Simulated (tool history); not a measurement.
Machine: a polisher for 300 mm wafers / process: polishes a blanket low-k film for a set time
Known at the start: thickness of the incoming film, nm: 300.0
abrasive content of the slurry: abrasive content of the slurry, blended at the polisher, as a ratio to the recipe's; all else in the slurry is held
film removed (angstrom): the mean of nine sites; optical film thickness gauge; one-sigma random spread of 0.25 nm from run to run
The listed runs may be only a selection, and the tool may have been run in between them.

run,hour,flow of slurry (ml/min),pressure of the wafer on the pad (kPa),speed of the pad under the wafer (cm/s),abrasive content of the slurry,polishing time (s),film removed (angstrom)
1,0.0,130,16.5,84,1.0,88,371.99
2,1.9,160,16.5,84,1.0,88,381.89
3,7.9,155,15.9,84,1.0,88,370.62
4,12.2,155,15.9,84,1.2,88,395.04
5,14.5,150,15.2,84,1.2,88,376.82
6,23.4,145,14.5,84,1.2,88,360.83
7,29.4,140,13.8,84,1.2,88,347.82

For run 8, what comes out?
8,31.4,135,13.1,84,1.2,88,?

Run 8 came out at film removed (angstrom) 335.64.
